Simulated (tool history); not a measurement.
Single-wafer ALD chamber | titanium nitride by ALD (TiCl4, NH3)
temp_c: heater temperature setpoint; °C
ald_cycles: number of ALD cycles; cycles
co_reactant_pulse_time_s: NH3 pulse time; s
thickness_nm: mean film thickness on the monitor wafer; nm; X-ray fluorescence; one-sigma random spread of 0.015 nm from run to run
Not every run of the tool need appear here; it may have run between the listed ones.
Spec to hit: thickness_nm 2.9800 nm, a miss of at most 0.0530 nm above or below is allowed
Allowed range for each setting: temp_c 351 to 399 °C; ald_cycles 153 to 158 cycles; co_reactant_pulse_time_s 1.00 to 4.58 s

Run 1, hour 0.0: temp_c 375 °C, ald_cycles 153 cycles, co_reactant_pulse_time_s 2.79 s. Result: thickness_nm 3.3399 nm.
Run 2, hour 3.7: temp_c 370 °C, ald_cycles 153 cycles, co_reactant_pulse_time_s 2.79 s. Result: thickness_nm 3.3095 nm.
Run 3, hour 9.8: temp_c 368 °C, ald_cycles 153 cycles, co_reactant_pulse_time_s 2.57 s. Result: thickness_nm 3.2884 nm.
Run 4, hour 16.2: temp_c 366 °C, ald_cycles 153 cycles, co_reactant_pulse_time_s 2.38 s. Result: thickness_nm 3.2351 nm.
Run 5, hour 21.8: temp_c 364 °C, ald_cycles 153 cycles, co_reactant_pulse_time_s 2.21 s. Result: thickness_nm 3.2447 nm.
Run 6, hour 27.6: temp_c 364 °C, ald_cycles 158 cycles, co_reactant_pulse_time_s 2.21 s. Result: thickness_nm 3.2944 nm.
Run 7, hour 33.6: temp_c 362 °C, ald_cycles 157 cycles, co_reactant_pulse_time_s 2.06 s. Result: thickness_nm 3.2510 nm.
Run 8, hour 35.1: temp_c 361 °C, ald_cycles 157 cycles, co_reactant_pulse_time_s 1.93 s. Result: thickness_nm 3.2106 nm.

Of the 4 settings listed for the next run, only one would bring every result within its allowed miss of target. Which one?
Run A, hour 36.6: temp_c 356 °C, ald_cycles 153 cycles, co_reactant_pulse_time_s 1.32 s. Result: thickness_nm ?.
Run B, hour 36.6: temp_c 360 °C, ald_cycles 156 cycles, co_reactant_pulse_time_s 1.16 s. Result: thickness_nm ?.
Run C, hour 36.6: temp_c 366 °C, ald_cycles 155 cycles, co_reactant_pulse_time_s 1.40 s. Result: thickness_nm ?.
Run D, hour 36.6: temp_c 361 °C, ald_cycles 153 cycles, co_reactant_pulse_time_s 1.45 s. Result: thickness_nm ?.

move  thickness_nm
   A        2.8819
   B        2.8869
   C        3.0701
   D        2.9989
A: the result that was furthest off in the last run now lies on the other side of its target
B: the result that was furthest off in the last run now lies on the other side of its target
C: moves toward the targets from the last run without getting all of them in spec
D: every result lands within tolerance
Go with D: it meets all targets.
